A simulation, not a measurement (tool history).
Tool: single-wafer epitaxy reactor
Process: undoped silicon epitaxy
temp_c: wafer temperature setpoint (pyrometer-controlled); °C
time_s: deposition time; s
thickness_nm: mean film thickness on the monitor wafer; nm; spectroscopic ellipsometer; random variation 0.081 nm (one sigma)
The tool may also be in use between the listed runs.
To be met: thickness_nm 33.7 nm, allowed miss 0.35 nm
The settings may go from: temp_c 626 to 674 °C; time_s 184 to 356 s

run	hour	temp_c	time_s	thickness_nm
1	0	650	270	45.395
2	3.2	646	270	41.648
3	5.4	652	270	47.655
4	6	657	270	52.976
5	9.8	662	270	59.34
6	12.7	662	250	54.855
7	20.3	662	250	54.801
8	28.6	655	250	47.214
9	31	643	249	35.934
10	37.7	642	249	34.935
11	40.5	641	249	34.243

5 next moves are on the table. One of them brings every result within its allowed miss. Which?
A	43.3	635	288	?
B	43.3	643	241	?
C	43.3	641	253	?
D	43.3	641	251	?
E	43.3	638	262	?

move	thickness_nm
A	34.542
B	34.708
C	34.818
D	34.542
E	33.668
A: further off than the last run
B: further off than the last run
C: further off than the last run
D: further off than the last run
E: meets every target
Move E is the one to make.

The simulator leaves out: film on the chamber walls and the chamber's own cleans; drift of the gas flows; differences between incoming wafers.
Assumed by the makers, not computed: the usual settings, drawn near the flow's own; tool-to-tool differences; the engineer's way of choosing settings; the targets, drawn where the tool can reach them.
